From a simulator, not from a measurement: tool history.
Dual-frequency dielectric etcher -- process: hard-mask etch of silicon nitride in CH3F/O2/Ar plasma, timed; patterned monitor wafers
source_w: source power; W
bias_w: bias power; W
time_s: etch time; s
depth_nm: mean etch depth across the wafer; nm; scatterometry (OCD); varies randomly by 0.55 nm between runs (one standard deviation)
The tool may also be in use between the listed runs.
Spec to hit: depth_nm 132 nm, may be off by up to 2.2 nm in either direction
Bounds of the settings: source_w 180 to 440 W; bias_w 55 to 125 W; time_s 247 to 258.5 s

{"run": 1, "hour": 0.0, "source_w": 310, "bias_w": 90, "time_s": 247, "depth_nm": 175.31}
{"run": 2, "hour": 3.5, "source_w": 310, "bias_w": 90, "time_s": 258.5, "depth_nm": 183.24}
{"run": 3, "hour": 5.3, "source_w": 310, "bias_w": 90, "time_s": 258.5, "depth_nm": 182.8}
{"run": 4, "hour": 10.1, "source_w": 310, "bias_w": 90, "time_s": 247, "depth_nm": 176.09}
{"run": 5, "hour": 14.7, "source_w": 270, "bias_w": 80, "time_s": 247, "depth_nm": 160.14}
{"run": 6, "hour": 16.7, "source_w": 240, "bias_w": 73, "time_s": 247, "depth_nm": 146.55}
{"run": 7, "hour": 18.3, "source_w": 220, "bias_w": 71, "time_s": 247, "depth_nm": 139.83}
{"run": 8, "hour": 26.4, "source_w": 210, "bias_w": 71, "time_s": 247, "depth_nm": 137.25}
{"run": 9, "hour": 34.5, "source_w": 210, "bias_w": 71, "time_s": 247, "depth_nm": 137.37}

Exercise: of the 5 proposed moves below, exactly one satisfies all targets within the stated allowed misses. Which move is it?
{"run": "A", "hour": 42.6, "source_w": 180, "bias_w": 89, "time_s": 258.5, "depth_nm": "?"}
{"run": "B", "hour": 42.6, "source_w": 200, "bias_w": 77, "time_s": 247, "depth_nm": "?"}
{"run": "C", "hour": 42.6, "source_w": 180, "bias_w": 72, "time_s": 254, "depth_nm": "?"}
{"run": "D", "hour": 42.6, "source_w": 200, "bias_w": 75, "time_s": 258.5, "depth_nm": "?"}
{"run": "E", "hour": 42.6, "source_w": 210, "bias_w": 77, "time_s": 258, "depth_nm": "?"}

move=A depth_nm=143
move=B depth_nm=137.19
move=C depth_nm=131.38
move=D depth_nm=142.41
move=E depth_nm=146.61
A: further off than the last run
B: no nearer and no further than the last run
C: hits every target within its allowed miss
D: further off than the last run
E: further off than the last run
C meets every target.

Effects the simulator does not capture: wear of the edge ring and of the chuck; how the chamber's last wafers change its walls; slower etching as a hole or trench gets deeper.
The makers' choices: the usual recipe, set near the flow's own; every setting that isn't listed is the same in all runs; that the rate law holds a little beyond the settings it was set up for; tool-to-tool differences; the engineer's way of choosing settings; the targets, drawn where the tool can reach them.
